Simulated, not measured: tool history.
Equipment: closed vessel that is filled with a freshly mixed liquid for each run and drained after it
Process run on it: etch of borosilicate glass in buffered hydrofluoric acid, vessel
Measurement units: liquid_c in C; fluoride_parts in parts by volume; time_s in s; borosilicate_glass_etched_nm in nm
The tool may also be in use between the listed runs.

| run | hour | liquid_c | fluoride_parts | time_s | borosilicate_glass_etched_nm |
|---|---|---|---|---|---|
| 1 | 0 | 22 | 12.5 | 30 | 26.512 |
| 2 | 2.6 | 22 | 12.5 | 30 | 26.353 |
| 3 | 10.5 | 22 | 16 | 30 | 20.777 |
| 4 | 18.9 | 22 | 16 | 30 | 20.032 |
| 5 | 23.5 | 20.5 | 16 | 30 | 18.617 |
| 6 | 31.8 | 21.5 | 16 | 30 | 20.207 |
| 7 | 33.5 | 22.5 | 16 | 30 | 21.057 |
| 8 | 36.4 | 23.5 | 16 | 30 | 21.778 |
| 9 | 42.3 | 24 | 15.5 | 30 | 24.049 |
| 10 | 49.4 | 24.5 | 15.5 | 30 | 24.145 |
| 11 | 55.2 | 25 | 15.5 | 30 | 24.97 |
| 12 | 60.5 | 25.5 | 15.5 | 30 | 25.452 |
| 13 | 64.8 | 26 | 15.5 | 30 | 26.223 |
| 14 | 67.2 | 26.5 | 15.5 | 30 | 26.817 |
| 15 | 70.7 | 27 | 15.5 | 30 | 27.364 |
| 16 | 78.3 | 27.5 | 15.5 | 30 | 27.637 |
| 17 | 86.2 | 28 | 15.5 | 30 | 29.129 |

For run 18, what comes out?
| 18 | 90.9 | 29 | 15 | 30 | ? |

Logged for run 18: borosilicate_glass_etched_nm 31.633 nm.
